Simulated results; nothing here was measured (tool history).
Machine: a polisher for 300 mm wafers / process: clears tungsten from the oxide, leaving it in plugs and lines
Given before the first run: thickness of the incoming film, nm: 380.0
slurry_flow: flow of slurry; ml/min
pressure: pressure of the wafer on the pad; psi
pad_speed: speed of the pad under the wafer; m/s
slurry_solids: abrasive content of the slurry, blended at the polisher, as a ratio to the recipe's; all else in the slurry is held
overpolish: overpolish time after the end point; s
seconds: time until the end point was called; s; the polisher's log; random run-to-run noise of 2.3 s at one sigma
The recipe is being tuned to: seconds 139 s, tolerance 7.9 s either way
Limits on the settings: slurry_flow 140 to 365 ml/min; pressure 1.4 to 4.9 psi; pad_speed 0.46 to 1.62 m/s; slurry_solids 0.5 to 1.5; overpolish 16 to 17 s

| run | day | slurry_flow | pressure | pad_speed | slurry_solids | overpolish | seconds |
|---|---|---|---|---|---|---|---|
| 1 | 0 | 235 | 3.1 | 1.04 | 1 | 16 | 95.424 |
| 2 | 0.05 | 235 | 2.6 | 1.04 | 1 | 16 | 110.87 |
| 3 | 0.412 | 235 | 2.5 | 1.04 | 1 | 16 | 113.07 |
| 4 | 0.608 | 235 | 2.5 | 1.04 | 0.8 | 16 | 124.41 |
| 5 | 0.696 | 235 | 1.8 | 1.04 | 0.8 | 16 | 166.52 |
| 6 | 0.825 | 235 | 1.8 | 0.84 | 0.8 | 16 | 193.73 |
| 7 | 1.196 | 235 | 2 | 0.84 | 0.8 | 16 | 180.25 |
| 8 | 1.488 | 235 | 2.1 | 0.84 | 0.8 | 16 | 169.22 |
| 9 | 1.588 | 235 | 2.1 | 0.84 | 0.8 | 16 | 162.71 |
| 10 | 1.725 | 235 | 2.2 | 0.84 | 0.8 | 16 | 164.71 |
| 11 | 1.95 | 235 | 2.3 | 0.84 | 0.8 | 16 | 153.47 |

Of the 4 settings listed for the next run, only one would bring every result within its allowed miss of target. Which one?
| A | 2.175 | 245 | 2.6 | 0.8 | 0.8 | 17 | ? |
| B | 2.175 | 240 | 2.3 | 0.76 | 0.85 | 16 | ? |
| C | 2.175 | 285 | 2.2 | 0.78 | 0.9 | 16 | ? |
| D | 2.175 | 235 | 2.1 | 0.98 | 0.6 | 16 | ? |

| move | seconds |
|---|---|
| A | 144.02 |
| B | 166.56 |
| C | 166.13 |
| D | 160.74 |
A: hits every target within its allowed miss
B: its largest miss is bigger than the last run's
C: its largest miss is bigger than the last run's
D: its largest miss is bigger than the last run's
Correct choice: A, which meets every target

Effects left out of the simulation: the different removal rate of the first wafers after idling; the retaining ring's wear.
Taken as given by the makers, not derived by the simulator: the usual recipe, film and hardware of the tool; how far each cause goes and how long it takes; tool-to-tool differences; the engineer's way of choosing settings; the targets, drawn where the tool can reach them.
